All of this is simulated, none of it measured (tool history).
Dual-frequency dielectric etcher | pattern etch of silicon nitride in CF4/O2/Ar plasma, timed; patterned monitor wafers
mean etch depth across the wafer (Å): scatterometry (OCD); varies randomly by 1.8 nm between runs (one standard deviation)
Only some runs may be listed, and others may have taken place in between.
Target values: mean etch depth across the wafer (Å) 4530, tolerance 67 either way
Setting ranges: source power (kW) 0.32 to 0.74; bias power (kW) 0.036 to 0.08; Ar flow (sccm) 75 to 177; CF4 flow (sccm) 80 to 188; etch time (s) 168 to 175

run    day  source power (kW)  bias power (kW)  Ar flow (sccm)  CF4 flow (sccm)  etch time (s)  mean etch depth across the wafer (Å)
  1      0               0.53            0.058             126              134            168                                3796.8
  2  0.325               0.57            0.058             126              134            168                                4069.6
  3  0.554               0.57            0.058             126              145            168                                  4139
  4  0.662               0.57            0.054             126              145            168                                3949.5
  5  0.975                0.6            0.054             126              145            168                                4215.7
  6  1.054               0.61            0.054             126              145            168                                4264.1
  7  1.171               0.62            0.054             126              145            168                                4375.9
  8  1.304               0.62            0.054             126              145            168                                4357.9
  9  1.517               0.63            0.054             126              145            168                                4415.6

4 candidate next runs follow, results not yet known. Just one meets every target within its allowed miss. Identify it.
  A  1.729               0.65            0.049             132              157            174                                     ?
  B  1.729               0.59            0.057             131              128            172                                     ?
  C  1.729               0.59            0.057             130              147            171                                     ?
  D  1.729               0.59            0.055             120              138            173                                     ?

move  mean etch depth across the wafer (Å)
   A                                4516.7
   B                                4273.3
   C                                4324.8
   D                                4315.4
A: every result within its allowed miss
B: lands further from the targets than the last run did
C: lands further from the targets than the last run did
D: lands further from the targets than the last run did
Correct choice: A, which meets every target

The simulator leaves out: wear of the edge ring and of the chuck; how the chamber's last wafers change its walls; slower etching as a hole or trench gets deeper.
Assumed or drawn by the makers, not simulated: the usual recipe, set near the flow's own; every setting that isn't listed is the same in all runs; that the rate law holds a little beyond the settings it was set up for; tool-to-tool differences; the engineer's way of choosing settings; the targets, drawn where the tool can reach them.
